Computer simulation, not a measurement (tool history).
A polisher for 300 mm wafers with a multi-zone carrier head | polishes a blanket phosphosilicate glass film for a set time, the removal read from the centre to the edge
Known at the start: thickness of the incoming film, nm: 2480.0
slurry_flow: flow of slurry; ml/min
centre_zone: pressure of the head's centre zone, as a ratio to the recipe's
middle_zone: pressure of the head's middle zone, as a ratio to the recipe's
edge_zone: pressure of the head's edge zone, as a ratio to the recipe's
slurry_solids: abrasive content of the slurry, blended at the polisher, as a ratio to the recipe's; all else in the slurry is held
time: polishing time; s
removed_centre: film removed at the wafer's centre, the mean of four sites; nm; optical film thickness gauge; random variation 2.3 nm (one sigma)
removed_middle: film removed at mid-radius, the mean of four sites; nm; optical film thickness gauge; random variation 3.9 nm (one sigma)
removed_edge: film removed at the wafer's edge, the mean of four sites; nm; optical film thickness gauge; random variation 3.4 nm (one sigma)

| run | day | slurry_flow | centre_zone | middle_zone | edge_zone | slurry_solids | time | removed_centre | removed_middle | removed_edge |
|---|---|---|---|---|---|---|---|---|---|---|
| 1 | 0 | 200 | 1 | 1 | 1 | 1 | 43 | 325.3 | 329.05 | 328.97 |
| 2 | 0.121 | 200 | 1 | 0.94 | 1 | 1 | 43 | 323.5 | 313.96 | 322.99 |
| 3 | 0.175 | 200 | 1 | 1.03 | 1 | 1 | 43 | 325.67 | 333.72 | 324.36 |
| 4 | 0.338 | 200 | 1 | 1.03 | 1 | 1 | 35 | 268.43 | 275.22 | 260.75 |
| 5 | 0.538 | 205 | 0.97 | 1.08 | 1.02 | 1.05 | 35 | 265.27 | 291.16 | 274.55 |
| 6 | 0.867 | 205 | 0.97 | 1.08 | 1.02 | 1.05 | 29 | 217.32 | 244.17 | 223 |
| 7 | 0.925 | 215 | 0.96 | 1.12 | 1.03 | 1.2 | 29 | 232.12 | 265.55 | 243.43 |
| 8 | 1.092 | 220 | 0.94 | 1.14 | 1.01 | 1.3 | 30 | 245.92 | 293.11 | 256.72 |
| 9 | 1.467 | 230 | 0.93 | 1.16 | 1.03 | 1.35 | 30 | 249.42 | 308.12 | 265.65 |

The next listed run, before its measurement:
| 10 | 1.633 | 240 | 0.93 | 1.17 | 1.05 | 1.35 | 30 | ? | ? | ? |

removed_centre: 249.9 nm
removed_middle: 305.68 nm
removed_edge: 263.67 nm

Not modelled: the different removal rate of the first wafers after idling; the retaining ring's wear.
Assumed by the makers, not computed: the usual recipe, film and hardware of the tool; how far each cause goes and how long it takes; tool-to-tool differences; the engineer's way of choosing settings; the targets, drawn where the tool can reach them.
